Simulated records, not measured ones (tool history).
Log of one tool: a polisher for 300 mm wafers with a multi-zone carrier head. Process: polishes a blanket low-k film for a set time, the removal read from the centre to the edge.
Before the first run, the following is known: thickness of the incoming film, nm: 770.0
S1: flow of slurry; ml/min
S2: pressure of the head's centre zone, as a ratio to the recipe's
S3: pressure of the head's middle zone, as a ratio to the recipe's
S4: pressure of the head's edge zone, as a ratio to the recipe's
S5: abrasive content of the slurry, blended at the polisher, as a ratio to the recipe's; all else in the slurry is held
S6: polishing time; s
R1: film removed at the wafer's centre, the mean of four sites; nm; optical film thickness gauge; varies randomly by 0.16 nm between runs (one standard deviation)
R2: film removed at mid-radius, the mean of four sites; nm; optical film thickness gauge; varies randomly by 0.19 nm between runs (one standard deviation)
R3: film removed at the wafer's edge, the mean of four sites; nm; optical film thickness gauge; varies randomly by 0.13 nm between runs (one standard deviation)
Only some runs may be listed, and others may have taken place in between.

| run | hour | S1 | S2 | S3 | S4 | S5 | S6 | R1 | R2 | R3 |
|---|---|---|---|---|---|---|---|---|---|---|
| 1 | 0.0 | 285 | 1.00 | 1.00 | 1.00 | 1.00 | 50 | 13.303 | 13.767 | 13.459 |
| 2 | 4.4 | 285 | 1.00 | 1.00 | 1.00 | 1.00 | 42 | 11.102 | 11.521 | 11.199 |
| 3 | 9.9 | 295 | 1.02 | 1.03 | 1.03 | 1.10 | 43 | 11.752 | 12.532 | 12.109 |
| 4 | 18.3 | 295 | 1.02 | 1.03 | 1.03 | 1.10 | 50 | 14.007 | 14.405 | 14.078 |
| 5 | 27.2 | 300 | 1.03 | 1.06 | 1.03 | 1.20 | 50 | 14.440 | 15.288 | 14.352 |
| 6 | 30.4 | 300 | 1.03 | 1.06 | 1.03 | 1.05 | 50 | 13.966 | 14.710 | 13.785 |
| 7 | 36.9 | 305 | 1.04 | 1.08 | 1.05 | 1.15 | 50 | 14.144 | 15.324 | 14.469 |
| 8 | 40.6 | 310 | 1.06 | 1.10 | 1.06 | 1.20 | 50 | 15.202 | 15.801 | 14.460 |
| 9 | 44.8 | 315 | 1.06 | 1.12 | 1.08 | 1.25 | 50 | 15.386 | 16.234 | 14.893 |
| 10 | 47.1 | 320 | 1.06 | 1.13 | 1.09 | 1.30 | 50 | 15.233 | 16.439 | 15.242 |
| 11 | 47.9 | 325 | 1.06 | 1.14 | 1.09 | 1.35 | 51 | 15.707 | 17.543 | 15.549 |
| 12 | 49.0 | 325 | 1.07 | 1.15 | 1.10 | 1.40 | 51 | 16.288 | 17.462 | 15.731 |

Predict the results of run 13:
| 13 | 51.1 | 325 | 1.07 | 1.15 | 1.10 | 1.40 | 51 | ? | ? | ? |

R1: 16.053 nm
R2: 17.933 nm
R3: 15.945 nm
